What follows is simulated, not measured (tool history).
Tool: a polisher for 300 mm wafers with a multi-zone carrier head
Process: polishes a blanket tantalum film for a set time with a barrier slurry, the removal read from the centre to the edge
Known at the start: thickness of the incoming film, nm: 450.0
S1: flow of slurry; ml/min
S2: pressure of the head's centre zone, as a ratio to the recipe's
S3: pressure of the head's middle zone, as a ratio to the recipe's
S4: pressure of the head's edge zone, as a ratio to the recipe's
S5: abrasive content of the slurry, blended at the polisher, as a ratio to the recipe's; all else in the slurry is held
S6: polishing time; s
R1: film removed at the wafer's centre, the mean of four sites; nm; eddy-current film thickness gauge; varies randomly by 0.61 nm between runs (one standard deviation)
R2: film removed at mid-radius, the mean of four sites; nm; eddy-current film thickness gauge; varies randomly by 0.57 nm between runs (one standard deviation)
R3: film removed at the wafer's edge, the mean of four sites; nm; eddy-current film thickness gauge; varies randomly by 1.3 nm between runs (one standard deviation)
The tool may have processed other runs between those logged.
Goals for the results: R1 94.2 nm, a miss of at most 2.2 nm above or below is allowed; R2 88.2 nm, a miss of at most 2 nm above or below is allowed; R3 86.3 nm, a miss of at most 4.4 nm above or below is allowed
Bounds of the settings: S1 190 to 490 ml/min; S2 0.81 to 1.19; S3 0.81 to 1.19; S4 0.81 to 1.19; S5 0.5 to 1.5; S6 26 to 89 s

Run 1, hour 0: S1 315 ml/min, S2 1, S3 1, S4 1, S5 1, S6 57 s. Result: R1 108.07 nm, R2 107.9 nm, R3 106.69 nm.
Run 2, hour 3.8: S1 315 ml/min, S2 1, S3 0.92, S4 1, S5 1, S6 57 s. Result: R1 106.65 nm, R2 101.71 nm, R3 112.47 nm.
Run 3, hour 12.6: S1 315 ml/min, S2 1, S3 0.85, S4 1, S5 1, S6 57 s. Result: R1 107.21 nm, R2 95.201 nm, R3 110.61 nm.
Run 4, hour 16.7: S1 315 ml/min, S2 1, S3 0.89, S4 1, S5 1, S6 57 s. Result: R1 108.43 nm, R2 98.314 nm, R3 111.05 nm.
Run 5, hour 17.9: S1 315 ml/min, S2 1, S3 0.89, S4 1, S5 0.85, S6 57 s. Result: R1 102.65 nm, R2 93.364 nm, R3 104.52 nm.
At hour 19.3: slurry nozzle cleaned.
Run 6, hour 19.3: S1 315 ml/min, S2 1.08, S3 0.89, S4 1, S5 0.85, S6 57 s. Result: R1 113.17 nm, R2 95.583 nm, R3 107.67 nm.
Run 7, hour 25.1: S1 310 ml/min, S2 1.05, S3 0.9, S4 0.95, S5 0.75, S6 57 s. Result: R1 107.27 nm, R2 92.394 nm, R3 100.45 nm.
Run 8, hour 29.3: S1 300 ml/min, S2 1.02, S3 0.91, S4 0.91, S5 0.7, S6 57 s. Result: R1 101.87 nm, R2 91.926 nm, R3 95.362 nm.
Run 9, hour 38: S1 290 ml/min, S2 1.01, S3 0.91, S4 0.88, S5 0.65, S6 57 s. Result: R1 98.04 nm, R2 89.455 nm, R3 92.909 nm.

Which of these 4 next moves meets every target?
Run A, hour 46.7: S1 410 ml/min, S2 1, S3 0.93, S4 0.81, S5 0.7, S6 53 s. Result: R1 ?, R2 ?, R3 ?.
Run B, hour 46.7: S1 375 ml/min, S2 1.16, S3 1.1, S4 0.81, S5 0.6, S6 48 s. Result: R1 ?, R2 ?, R3 ?.
Run C, hour 46.7: S1 285 ml/min, S2 0.89, S3 0.81, S4 1.02, S5 0.75, S6 55 s. Result: R1 ?, R2 ?, R3 ?.
Run D, hour 46.7: S1 335 ml/min, S2 1.01, S3 0.95, S4 0.92, S5 0.8, S6 48 s. Result: R1 ?, R2 ?, R3 ?.

move      R1      R2      R3
   A  94.226    88.9  86.798
   B  93.295  87.668  74.242
   C  87.103  82.383  100.88
   D   88.68  84.422  85.964
A: hits every target within its allowed miss
B: the furthest-off result lands on target, but another misses its tolerance
C: takes the biggest miss from the last run beyond its target
D: takes the biggest miss from the last run beyond its target
Correct choice: A, which meets every target
